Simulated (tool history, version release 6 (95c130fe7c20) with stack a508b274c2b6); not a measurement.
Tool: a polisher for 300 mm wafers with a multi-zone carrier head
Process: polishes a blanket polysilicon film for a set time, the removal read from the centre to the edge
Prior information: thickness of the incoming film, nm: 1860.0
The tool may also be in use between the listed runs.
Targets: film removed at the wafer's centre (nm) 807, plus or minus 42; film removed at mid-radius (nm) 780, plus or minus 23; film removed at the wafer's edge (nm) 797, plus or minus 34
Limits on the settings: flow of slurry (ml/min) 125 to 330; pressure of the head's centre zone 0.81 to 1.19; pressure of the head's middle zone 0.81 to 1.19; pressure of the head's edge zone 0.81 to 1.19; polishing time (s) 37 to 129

run	hour	flow of slurry (ml/min)	pressure of the head's centre zone	pressure of the head's middle zone	pressure of the head's edge zone	polishing time (s)	film removed at the wafer's centre (nm)	film removed at mid-radius (nm)	film removed at the wafer's edge (nm)
1	0	210	1	1	1	83	589.31	590.06	582.94
2	0.6	210	1	1	1	70	490.43	497.59	499.84
3	4.6	210	1	1	1.07	70	494.58	494.77	514.71
4	8	220	1.01	1.01	1.1	81	579.38	576.81	602.77
5	13.1	220	1.01	0.97	1.1	81	595.26	565.27	596.11
6	19.5	230	1.03	1	1.12	87	637.42	618.6	652.24
# hour 20.8: edge zone pressure recalibrated
7	20.8	240	1.06	1.02	1.13	92	703.3	671.51	729
8	22	250	1.09	1.05	1.09	94	753.58	714.54	724.97
9	26.1	260	1.1	1.07	1.11	95	768.85	741.02	738.35
10	30.9	265	1.1	1.07	1.13	96	784.72	736.99	780.95
11	35.6	270	1.1	1.09	1.13	96	789.65	757.07	766.5

Consider the 4 candidate settings below. Which is the only one whose results all fall within their allowed miss of target?
A	40.3	215	1.16	1.1	1.1	95	?	?	?
B	40.3	285	1.03	1	1.19	99	?	?	?
C	40.3	250	1.08	1.07	1.15	101	?	?	?
D	40.3	220	1.19	1.07	1.05	97	?	?	?

move	film removed at the wafer's centre (nm)	film removed at mid-radius (nm)	film removed at the wafer's edge (nm)
A	795.67	732.49	725.93
B	764.47	729.48	810.08
C	804.95	776.34	801.92
D	836.47	732.8	726.24
A: the biggest miss grows against the last run
B: the biggest miss grows against the last run
C: all results land within tolerance of their targets
D: the biggest miss grows against the last run
The right move is C.
